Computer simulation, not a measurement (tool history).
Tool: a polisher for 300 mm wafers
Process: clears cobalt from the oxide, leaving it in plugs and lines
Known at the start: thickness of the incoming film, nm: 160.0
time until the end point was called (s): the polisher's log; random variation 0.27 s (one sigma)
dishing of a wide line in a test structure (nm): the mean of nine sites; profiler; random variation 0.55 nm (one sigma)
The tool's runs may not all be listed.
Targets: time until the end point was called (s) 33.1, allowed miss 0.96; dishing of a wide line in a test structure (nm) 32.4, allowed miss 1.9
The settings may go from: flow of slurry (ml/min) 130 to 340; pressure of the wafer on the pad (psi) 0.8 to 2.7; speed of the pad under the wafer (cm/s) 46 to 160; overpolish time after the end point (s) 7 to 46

run,hour,flow of slurry (ml/min),pressure of the wafer on the pad (psi),speed of the pad under the wafer (cm/s),overpolish time after the end point (s),time until the end point was called (s),dishing of a wide line in a test structure (nm)
1,0,220,1.7,102,24,37.347,49.77
2,2.5,225,1.7,102,19,37.433,45.826
3,4,200,1.8,102,16,36.238,41.458
4,8.4,200,1.8,120,16,31.304,47.354
5,17.3,200,2.1,120,16,26.481,49.443
6,23.1,200,2.5,120,16,22.478,52.272
7,24.9,180,2.4,114,14,24.789,47.043
8,29.1,165,2.4,108,12,26.517,41.939
9,35.2,155,2.3,106,11,28.618,38.045
10,35.8,150,2,106,8,32.554,26.898
11,40.2,160,2,106,9,32.749,29.759
12,43.1,165,2,106,9,32.321,30.388

Which of these 4 next moves meets every target?
A,46,195,1.8,120,10,?,?
B,46,170,2.2,96,8,?,?
C,46,175,2.2,94,10,?,?
D,46,155,2,100,11,?,?

move,time until the end point was called (s),dishing of a wide line in a test structure (nm)
A,30.795,34.326
B,32.186,28.202
C,32.68,32.913
D,34.558,33.856
A: takes the result that was furthest off past its target
B: further off than the last run
C: meets every target
D: brings the result that was furthest off to its target, and leaves another outside
Answer: C

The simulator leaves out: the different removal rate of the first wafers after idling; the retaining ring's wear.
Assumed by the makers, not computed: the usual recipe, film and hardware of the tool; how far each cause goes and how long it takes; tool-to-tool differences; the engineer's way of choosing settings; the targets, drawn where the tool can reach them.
